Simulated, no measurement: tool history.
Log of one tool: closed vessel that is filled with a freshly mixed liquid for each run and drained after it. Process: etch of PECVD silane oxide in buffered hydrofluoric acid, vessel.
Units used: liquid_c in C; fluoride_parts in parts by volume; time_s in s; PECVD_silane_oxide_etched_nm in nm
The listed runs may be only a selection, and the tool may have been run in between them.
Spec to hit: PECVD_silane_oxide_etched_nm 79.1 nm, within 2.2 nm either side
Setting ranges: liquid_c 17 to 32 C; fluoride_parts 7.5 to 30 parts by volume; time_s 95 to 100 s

run	hour	liquid_c	fluoride_parts	time_s	PECVD_silane_oxide_etched_nm
1	0	24	21	95	103.2
2	4.5	24	18	95	118.06
3	10.9	24	12.5	95	165.47
4	17.9	26.5	12.5	95	191.95
5	20.7	26.5	12.5	100	202.21
6	26	26.5	7.5	100	325.82
7	32.5	24.5	10	100	225.03
8	39.1	20.5	17	100	107.5
9	47.9	20	17	100	104.37
10	52.8	19.5	17	100	101.92
11	56.7	19	17.5	100	95.836
12	58	18.5	17.5	100	93.622
13	64.8	17	20.5	100	73.811

4 candidate next runs follow, results not yet known. Just one meets every target within its allowed miss. Identify it.
A	71.6	17	21	100	?
B	71.6	19.5	21	95	?
C	71.6	17	24	95	?
D	71.6	17.5	18	100	?

move	PECVD_silane_oxide_etched_nm
A	73.122
B	80.069
C	63.337
D	86.365
A: misses by more than the last run did
B: all results land within tolerance of their targets
C: misses by more than the last run did
D: takes the biggest miss from the last run beyond its target
B meets every target.
